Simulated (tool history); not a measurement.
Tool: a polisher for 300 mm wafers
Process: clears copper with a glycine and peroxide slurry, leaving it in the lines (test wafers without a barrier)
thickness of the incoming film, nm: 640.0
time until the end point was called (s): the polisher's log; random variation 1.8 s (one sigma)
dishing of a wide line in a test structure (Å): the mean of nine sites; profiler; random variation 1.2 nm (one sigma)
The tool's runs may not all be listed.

run  hour  flow of slurry (ml/min)  pressure of the wafer on the pad (psi)  speed of the pad under the wafer (cm/s)  overpolish time after the end point (s)  time until the end point was called (s)  dishing of a wide line in a test structure (Å)
  1   0.0                      280                                     2.8                                       90                                       20                                   126.11                                          659.82
  2   1.3                      280                                     2.8                                       68                                       20                                   151.34                                          532.83
  3   4.4                      280                                     3.2                                       68                                       18                                   139.70                                          557.94
  4  11.2                      280                                     3.5                                       70                                       15                                   131.54                                          503.93
  5  12.2                      280                                     2.8                                       70                                       15                                   147.45                                          459.94
  6  17.2                      280                                     2.8                                       70                                       18                                   151.74                                          519.64
  7  19.5                      280                                     3.2                                       72                                       16                                   133.58                                          504.92

The next listed run, before its measurement:
  8  20.2                      280                                     3.5                                       74                                       15                                        ?                                               ?

{"run 8": {"time until the end point was called (s)": 122.95, "dishing of a wide line in a test structure (Å)": 524.07}}
